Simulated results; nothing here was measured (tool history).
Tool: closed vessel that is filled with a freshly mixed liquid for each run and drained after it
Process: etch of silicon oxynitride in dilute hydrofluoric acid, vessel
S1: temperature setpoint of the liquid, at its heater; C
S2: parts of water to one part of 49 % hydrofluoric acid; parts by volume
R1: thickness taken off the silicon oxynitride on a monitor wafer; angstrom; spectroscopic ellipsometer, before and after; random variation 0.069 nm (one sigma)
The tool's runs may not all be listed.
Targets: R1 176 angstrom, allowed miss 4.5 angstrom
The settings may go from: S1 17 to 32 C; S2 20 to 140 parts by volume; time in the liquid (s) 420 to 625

run 1 day=0 | S1=24 S2=75 time_in_the_liquid_(s)=625 | R1=133.47
run 2 day=0.354 | S1=24 S2=100 time_in_the_liquid_(s)=625 | R1=97.008
run 3 day=0.621 | S1=25.5 S2=100 time_in_the_liquid_(s)=625 | R1=104.53
run 4 day=1.012 | S1=26.5 S2=100 time_in_the_liquid_(s)=625 | R1=109.88
run 5 day=1.179 | S1=27 S2=100 time_in_the_liquid_(s)=625 | R1=111.66
run 6 day=1.392 | S1=25.5 S2=100 time_in_the_liquid_(s)=625 | R1=103.84
run 7 day=1.504 | S1=26.5 S2=100 time_in_the_liquid_(s)=625 | R1=109.52
run 8 day=1.571 | S1=27 S2=100 time_in_the_liquid_(s)=625 | R1=112.05
run 9 day=1.9 | S1=27.5 S2=100 time_in_the_liquid_(s)=625 | R1=114.42
run 10 day=2.15 | S1=27.5 S2=100 time_in_the_liquid_(s)=625 | R1=115.43
run 11 day=2.338 | S1=28 S2=100 time_in_the_liquid_(s)=625 | R1=117.4
run 12 day=2.712 | S1=28.5 S2=100 time_in_the_liquid_(s)=625 | R1=120.8
run 13 day=3.038 | S1=29 S2=100 time_in_the_liquid_(s)=625 | R1=122.45
run 14 day=3.183 | S1=29.5 S2=100 time_in_the_liquid_(s)=625 | R1=124.77
run 15 day=3.508 | S1=30 S2=100 time_in_the_liquid_(s)=625 | R1=128.2
run 16 day=3.792 | S1=30.5 S2=100 time_in_the_liquid_(s)=625 | R1=132.09

Which of these 4 next moves meets every target?
run A day=4.075 | S1=32 S2=80 time_in_the_liquid_(s)=610 | R1=?
run B day=4.075 | S1=30.5 S2=80 time_in_the_liquid_(s)=610 | R1=?
run C day=4.075 | S1=28.5 S2=75 time_in_the_liquid_(s)=625 | R1=?
run D day=4.075 | S1=30 S2=125 time_in_the_liquid_(s)=615 | R1=?

move=A R1=173.56
move=B R1=162.22
move=C R1=162.61
move=D R1=97.752
A: meets every target
B: nearer than the last run, and not there yet
C: nearer than the last run, and not there yet
D: further off than the last run
Move A is the one to make.
